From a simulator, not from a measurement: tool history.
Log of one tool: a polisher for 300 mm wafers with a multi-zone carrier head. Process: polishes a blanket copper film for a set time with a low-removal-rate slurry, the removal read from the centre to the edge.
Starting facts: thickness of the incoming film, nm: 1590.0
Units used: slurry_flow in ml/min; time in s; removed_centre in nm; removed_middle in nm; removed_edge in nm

Run 1, hour 0: slurry_flow 170 ml/min, centre_zone 1, middle_zone 1, edge_zone 1, slurry_solids 1, time 88 s. Result: removed_centre 297.98 nm, removed_middle 302.92 nm, removed_edge 302.06 nm.
Run 2, hour 1.4: slurry_flow 170 ml/min, centre_zone 1, middle_zone 1, edge_zone 1, slurry_solids 1, time 72 s. Result: removed_centre 242.55 nm, removed_middle 255.53 nm, removed_edge 244.41 nm.
Run 3, hour 10.4: slurry_flow 170 ml/min, centre_zone 1, middle_zone 1.04, edge_zone 1, slurry_solids 1, time 72 s. Result: removed_centre 245.22 nm, removed_middle 259.46 nm, removed_edge 247.48 nm.
Run 4, hour 18.1: slurry_flow 170 ml/min, centre_zone 1, middle_zone 1.04, edge_zone 1.08, slurry_solids 1, time 72 s. Result: removed_centre 245.5 nm, removed_middle 263.49 nm, removed_edge 252.79 nm.
Run 5, hour 25.4: slurry_flow 160 ml/min, centre_zone 1.01, middle_zone 1.02, edge_zone 1.07, slurry_solids 0.95, time 72 s. Result: removed_centre 243.14 nm, removed_middle 253.68 nm, removed_edge 252.19 nm.
Run 6, hour 29: slurry_flow 160 ml/min, centre_zone 1.01, middle_zone 1.02, edge_zone 1.07, slurry_solids 0.95, time 62 s. Result: removed_centre 205.49 nm, removed_middle 215.45 nm, removed_edge 215.19 nm.
Run 7, hour 32.8: slurry_flow 175 ml/min, centre_zone 1.02, middle_zone 1.02, edge_zone 1.09, slurry_solids 0.95, time 62 s. Result: removed_centre 211.51 nm, removed_middle 218.52 nm, removed_edge 219.03 nm.

What does the tool deliver on the next run?
Run 8, hour 33.4: slurry_flow 175 ml/min, centre_zone 1.03, middle_zone 1.02, edge_zone 1.11, slurry_solids 1, time 62 s. Result: removed_centre ?, removed_middle ?, removed_edge ?.

Run 8 came out at removed_centre 216.34 nm, removed_middle 216.55 nm, removed_edge 221.15 nm.

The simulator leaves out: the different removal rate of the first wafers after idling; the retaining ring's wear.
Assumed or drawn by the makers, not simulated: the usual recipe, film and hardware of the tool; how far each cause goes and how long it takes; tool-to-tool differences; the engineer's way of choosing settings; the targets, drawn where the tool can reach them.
